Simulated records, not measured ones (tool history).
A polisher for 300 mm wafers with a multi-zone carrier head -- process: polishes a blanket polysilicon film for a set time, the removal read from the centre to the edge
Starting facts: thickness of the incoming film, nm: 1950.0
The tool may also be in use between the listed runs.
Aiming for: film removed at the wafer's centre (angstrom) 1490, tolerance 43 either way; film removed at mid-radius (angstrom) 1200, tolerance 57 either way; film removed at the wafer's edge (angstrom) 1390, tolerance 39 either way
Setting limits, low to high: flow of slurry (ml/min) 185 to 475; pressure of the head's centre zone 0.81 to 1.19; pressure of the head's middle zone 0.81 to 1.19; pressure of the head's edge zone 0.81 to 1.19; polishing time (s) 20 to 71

| run | hour | flow of slurry (ml/min) | pressure of the head's centre zone | pressure of the head's middle zone | pressure of the head's edge zone | polishing time (s) | film removed at the wafer's centre (angstrom) | film removed at mid-radius (angstrom) | film removed at the wafer's edge (angstrom) |
|---|---|---|---|---|---|---|---|---|---|
| 1 | 0 | 305 | 1 | 1 | 1 | 45 | 2206.2 | 2148.1 | 2186.8 |
| 2 | 5.9 | 300 | 1.01 | 0.96 | 0.98 | 40 | 2001.8 | 1844.8 | 1906.3 |
| 3 | 9.3 | 300 | 1.01 | 0.96 | 0.98 | 46 | 2266 | 2118 | 2195.5 |
| 4 | 13.3 | 295 | 1.01 | 0.92 | 0.98 | 41 | 2052.9 | 1863.9 | 1955.1 |
| 5 | 20.8 | 295 | 1.02 | 0.89 | 1 | 37 | 1859.8 | 1619.2 | 1766.9 |
| 6 | 28.2 | 295 | 1.02 | 0.87 | 1 | 35 | 1757.4 | 1519.8 | 1667.6 |
| 7 | 29.3 | 290 | 1.03 | 0.85 | 1.01 | 33 | 1679.5 | 1369.7 | 1591.8 |
| 8 | 34.1 | 250 | 1 | 0.81 | 0.91 | 29 | 1395.3 | 1164.9 | 1324.1 |
| 9 | 35.1 | 260 | 1.01 | 0.81 | 0.93 | 29 | 1402.7 | 1168.4 | 1356.7 |
| 10 | 40.6 | 270 | 1.02 | 0.81 | 0.94 | 29 | 1421.6 | 1185.3 | 1372.4 |

Exactly one of the 4 candidate moves below puts every result within its allowed miss. Which one?
| A | 46.1 | 225 | 0.97 | 0.81 | 1.07 | 29 | ? | ? | ? |
| B | 46.1 | 240 | 0.97 | 0.81 | 0.96 | 29 | ? | ? | ? |
| C | 46.1 | 265 | 1.05 | 0.83 | 1 | 29 | ? | ? | ? |
| D | 46.1 | 195 | 0.94 | 0.89 | 0.96 | 33 | ? | ? | ? |

| move | film removed at the wafer's centre (angstrom) | film removed at mid-radius (angstrom) | film removed at the wafer's edge (angstrom) |
|---|---|---|---|
| A | 1311.9 | 1128.7 | 1403.5 |
| B | 1325.8 | 1139.6 | 1360.5 |
| C | 1457.3 | 1175.3 | 1393.3 |
| D | 1408.8 | 1345.6 | 1508.4 |
A: its largest miss is bigger than the last run's
B: its largest miss is bigger than the last run's
C: in spec on every target
D: its largest miss is bigger than the last run's
The right move is C.

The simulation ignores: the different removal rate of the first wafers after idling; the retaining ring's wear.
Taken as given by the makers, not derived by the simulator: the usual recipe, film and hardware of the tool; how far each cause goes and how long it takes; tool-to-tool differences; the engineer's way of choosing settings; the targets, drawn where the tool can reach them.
